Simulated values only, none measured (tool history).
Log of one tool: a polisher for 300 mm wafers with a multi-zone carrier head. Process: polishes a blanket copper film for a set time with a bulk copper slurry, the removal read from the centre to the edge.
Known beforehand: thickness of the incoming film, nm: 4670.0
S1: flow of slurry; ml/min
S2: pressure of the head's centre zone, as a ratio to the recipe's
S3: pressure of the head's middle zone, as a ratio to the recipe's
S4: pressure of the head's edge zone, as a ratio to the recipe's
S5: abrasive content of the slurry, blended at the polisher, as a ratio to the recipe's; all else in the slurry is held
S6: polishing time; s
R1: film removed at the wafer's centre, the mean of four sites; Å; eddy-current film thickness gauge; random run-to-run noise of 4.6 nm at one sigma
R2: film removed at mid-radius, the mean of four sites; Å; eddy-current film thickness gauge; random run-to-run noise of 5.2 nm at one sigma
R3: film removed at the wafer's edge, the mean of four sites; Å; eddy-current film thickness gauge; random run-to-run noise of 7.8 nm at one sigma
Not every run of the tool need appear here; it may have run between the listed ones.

| run | hour | S1 | S2 | S3 | S4 | S5 | S6 | R1 | R2 | R3 |
|---|---|---|---|---|---|---|---|---|---|---|
| 1 | 0.0 | 155 | 1.00 | 1.00 | 1.00 | 1.00 | 66 | 5580.2 | 5560.1 | 5369.0 |
| 2 | 2.6 | 165 | 0.99 | 1.01 | 1.03 | 1.00 | 66 | 5578.9 | 5724.0 | 5453.7 |
| 3 | 11.1 | 165 | 0.99 | 1.01 | 1.03 | 1.00 | 83 | 6930.8 | 7167.6 | 7003.3 |
| 4 | 11.6 | 155 | 0.98 | 1.00 | 1.00 | 0.95 | 83 | 6792.6 | 6961.1 | 6823.2 |
| 5 | 14.9 | 155 | 1.04 | 1.00 | 1.00 | 0.95 | 83 | 7265.5 | 6955.4 | 6760.6 |
| 6 | 18.7 | 185 | 1.04 | 1.00 | 1.00 | 0.95 | 83 | 7432.2 | 7233.7 | 7160.5 |
| 7 | 24.6 | 170 | 1.01 | 1.00 | 0.99 | 0.90 | 83 | 7036.9 | 6995.3 | 6976.1 |
| 8 | 28.3 | 155 | 0.99 | 1.00 | 0.98 | 0.90 | 83 | 6772.8 | 6811.7 | 6723.5 |

Forecast run 9:
| 9 | 35.4 | 145 | 0.97 | 1.00 | 0.97 | 0.90 | 83 | ? | ? | ? |

R1: 6503.2 Å
R2: 6753.7 Å
R3: 6597.4 Å
